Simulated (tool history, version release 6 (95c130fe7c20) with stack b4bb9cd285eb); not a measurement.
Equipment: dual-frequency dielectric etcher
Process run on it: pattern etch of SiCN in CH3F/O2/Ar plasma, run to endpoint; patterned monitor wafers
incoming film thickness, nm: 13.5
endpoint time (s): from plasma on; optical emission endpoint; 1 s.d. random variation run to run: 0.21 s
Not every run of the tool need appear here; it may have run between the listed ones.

Run 1, hour 0.0: source power (kW) 0.500, bias power (kW) 0.063. Result: endpoint time (s) 33.588.
Run 2, hour 6.1: source power (kW) 0.540, bias power (kW) 0.065. Result: endpoint time (s) 32.069.
Run 3, hour 9.7: source power (kW) 0.570, bias power (kW) 0.066. Result: endpoint time (s) 31.347.
Run 4, hour 15.8: source power (kW) 0.590, bias power (kW) 0.067. Result: endpoint time (s) 30.993.
Run 5, hour 23.9: source power (kW) 0.630, bias power (kW) 0.067. Result: endpoint time (s) 30.264.
Run 6, hour 27.1: source power (kW) 0.630, bias power (kW) 0.058. Result: endpoint time (s) 31.868.

Predict the results of run 7:
Run 7, hour 34.6: source power (kW) 0.650, bias power (kW) 0.061. Result: endpoint time (s) ?.

{"run 7": {"endpoint time (s)": 30.894}}
